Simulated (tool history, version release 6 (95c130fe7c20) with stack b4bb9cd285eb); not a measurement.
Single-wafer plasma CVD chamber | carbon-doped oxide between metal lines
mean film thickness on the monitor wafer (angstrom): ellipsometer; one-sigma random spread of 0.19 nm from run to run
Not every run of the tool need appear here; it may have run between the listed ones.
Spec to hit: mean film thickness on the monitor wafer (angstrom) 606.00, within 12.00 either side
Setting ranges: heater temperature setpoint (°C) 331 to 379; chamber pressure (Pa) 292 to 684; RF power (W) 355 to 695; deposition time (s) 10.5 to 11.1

run,day,heater temperature setpoint (°C),chamber pressure (Pa),RF power (W),deposition time (s),mean film thickness on the monitor wafer (angstrom)
1,0.000,355,488,525,11.1,532.80
2,0.162,355,488,465,11.1,507.32
3,0.496,355,488,405,11.1,486.11
4,0.600,355,488,405,11.1,484.66
5,0.750,355,488,365,11.1,465.48
6,1.062,355,488,355,11.1,460.40
# day 1.142: capacitance manometer re-zeroed and calibrated
7,1.142,350,525,430,11.1,511.54
8,1.488,345,568,455,11.1,536.49
9,1.762,342,596,480,11.1,557.92
10,2.071,340,616,495,11.1,569.09
11,2.296,338,629,510,11.1,586.09
12,2.579,337,639,515,11.1,591.84

Of the 5 settings listed for the next run, only one would bring every result within its allowed miss of target. Which one?
A,2.862,341,585,520,11.1,?
B,2.862,331,668,500,10.8,?
C,2.862,331,607,625,10.8,?
D,2.862,331,509,555,11.1,?
E,2.862,338,573,505,11.0,?

move,mean film thickness on the monitor wafer (angstrom)
A,573.86
B,583.11
C,626.17
D,599.82
E,567.31
A: its largest miss is bigger than the last run's
B: its largest miss is bigger than the last run's
C: takes the biggest miss from the last run beyond its target
D: every result within its allowed miss
E: its largest miss is bigger than the last run's
Answer: D

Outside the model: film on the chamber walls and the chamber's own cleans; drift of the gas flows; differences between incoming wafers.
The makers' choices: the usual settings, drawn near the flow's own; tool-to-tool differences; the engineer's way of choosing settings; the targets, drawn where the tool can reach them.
